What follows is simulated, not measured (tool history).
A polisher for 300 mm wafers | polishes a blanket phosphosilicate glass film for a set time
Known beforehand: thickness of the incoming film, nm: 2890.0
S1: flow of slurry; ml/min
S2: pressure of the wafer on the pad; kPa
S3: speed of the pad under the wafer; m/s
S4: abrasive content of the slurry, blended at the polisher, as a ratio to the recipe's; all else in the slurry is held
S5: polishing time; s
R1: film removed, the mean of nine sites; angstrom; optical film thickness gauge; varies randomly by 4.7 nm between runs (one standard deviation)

| run | hour | S1 | S2 | S3 | S4 | S5 | R1 |
|---|---|---|---|---|---|---|---|
| 1 | 0 | 200 | 15.9 | 1.1 | 1 | 34 | 2353.3 |
| 2 | 6.1 | 200 | 17.9 | 1.12 | 1 | 34 | 2599.6 |
| 3 | 13.4 | 200 | 14.5 | 1.12 | 1 | 34 | 2216.3 |
| 4 | 19.8 | 200 | 14.5 | 1.12 | 1 | 34 | 2235.3 |
| 5 | 22.9 | 200 | 14.5 | 1.12 | 1 | 30 | 1967.8 |
| 6 | 31.6 | 200 | 14.5 | 0.98 | 1 | 30 | 1775.5 |
| 7 | 37.3 | 200 | 17.2 | 1.06 | 1 | 30 | 2148.8 |

For run 8, what comes out?
|  | 45.5 | worn pad replaced by a new one |
| 8 | 45.5 | 205 | 21.4 | 1.36 | 1.05 | 30 | ? |

{"run 8": {"R1": 3415.9}}
